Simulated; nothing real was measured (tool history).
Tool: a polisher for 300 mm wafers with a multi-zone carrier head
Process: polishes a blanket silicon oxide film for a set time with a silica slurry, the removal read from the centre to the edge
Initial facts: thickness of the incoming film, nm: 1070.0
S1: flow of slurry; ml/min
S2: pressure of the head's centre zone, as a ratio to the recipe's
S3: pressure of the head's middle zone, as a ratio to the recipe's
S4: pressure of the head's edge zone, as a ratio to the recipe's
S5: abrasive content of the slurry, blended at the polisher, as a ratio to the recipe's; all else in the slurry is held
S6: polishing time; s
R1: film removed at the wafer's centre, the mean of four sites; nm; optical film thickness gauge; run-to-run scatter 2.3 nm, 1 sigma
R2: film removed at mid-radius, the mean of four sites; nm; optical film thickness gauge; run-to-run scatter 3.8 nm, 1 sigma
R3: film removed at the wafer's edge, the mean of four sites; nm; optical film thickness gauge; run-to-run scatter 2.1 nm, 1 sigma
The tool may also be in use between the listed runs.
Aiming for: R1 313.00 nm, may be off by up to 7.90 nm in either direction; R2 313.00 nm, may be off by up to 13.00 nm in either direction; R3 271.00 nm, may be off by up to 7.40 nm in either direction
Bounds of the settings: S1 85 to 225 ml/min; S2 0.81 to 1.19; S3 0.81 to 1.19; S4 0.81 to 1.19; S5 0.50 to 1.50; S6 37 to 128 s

Run 1, hour 0.0: S1 145 ml/min, S2 1.00, S3 1.00, S4 1.00, S5 1.00, S6 82 s. Result: R1 320.57 nm, R2 316.25 nm, R3 309.24 nm.
Run 2, hour 3.3: S1 145 ml/min, S2 1.08, S3 1.00, S4 1.00, S5 1.00, S6 82 s. Result: R1 340.94 nm, R2 310.60 nm, R3 310.30 nm.
Run 3, hour 5.8: S1 145 ml/min, S2 1.08, S3 1.04, S4 1.00, S5 1.00, S6 82 s. Result: R1 339.95 nm, R2 327.52 nm, R3 311.92 nm.
Run 4, hour 7.2: S1 160 ml/min, S2 1.08, S3 1.04, S4 1.00, S5 1.00, S6 82 s. Result: R1 340.48 nm, R2 320.37 nm, R3 312.17 nm.
Run 5, hour 9.5: S1 160 ml/min, S2 1.08, S3 0.97, S4 1.00, S5 1.00, S6 82 s. Result: R1 350.71 nm, R2 306.80 nm, R3 311.74 nm.
Run 6, hour 14.3: S1 155 ml/min, S2 1.08, S3 0.98, S4 0.98, S5 1.00, S6 82 s. Result: R1 343.03 nm, R2 305.04 nm, R3 312.76 nm.
Run 7, hour 19.1: S1 155 ml/min, S2 1.09, S3 1.00, S4 0.98, S5 0.95, S6 82 s. Result: R1 339.42 nm, R2 317.04 nm, R3 304.18 nm.
Run 8, hour 20.8: S1 155 ml/min, S2 1.09, S3 1.00, S4 0.97, S5 0.95, S6 82 s. Result: R1 338.90 nm, R2 311.21 nm, R3 299.18 nm.
Run 9, hour 23.8: S1 155 ml/min, S2 1.09, S3 1.00, S4 0.97, S5 0.95, S6 82 s. Result: R1 336.95 nm, R2 306.47 nm, R3 300.16 nm.

Which single option among these 4 for the next run brings every result within its allowed miss of target? Just one does.
Run A, hour 26.8: S1 225 ml/min, S2 1.19, S3 0.94, S4 0.90, S5 0.55, S6 102 s. Result: R1 ?, R2 ?, R3 ?.
Run B, hour 26.8: S1 145 ml/min, S2 0.99, S3 1.00, S4 0.96, S5 1.10, S6 78 s. Result: R1 ?, R2 ?, R3 ?.
Run C, hour 26.8: S1 150 ml/min, S2 1.11, S3 1.04, S4 0.85, S5 0.85, S6 82 s. Result: R1 ?, R2 ?, R3 ?.
Run D, hour 26.8: S1 130 ml/min, S2 1.09, S3 1.10, S4 0.90, S5 1.10, S6 73 s. Result: R1 ?, R2 ?, R3 ?.

move      R1      R2      R3
   A  368.12  292.26  280.59
   B  311.68  311.58  296.92
   C  326.80  303.35  264.00
   D  312.92  310.67  265.99
A: its largest miss is bigger than the last run's
B: closer than the last run, but not yet in spec
C: puts the biggest miss on target and leaves a different result outside tolerance
D: every result lands within tolerance
D is the move that brings every result within its allowed miss.
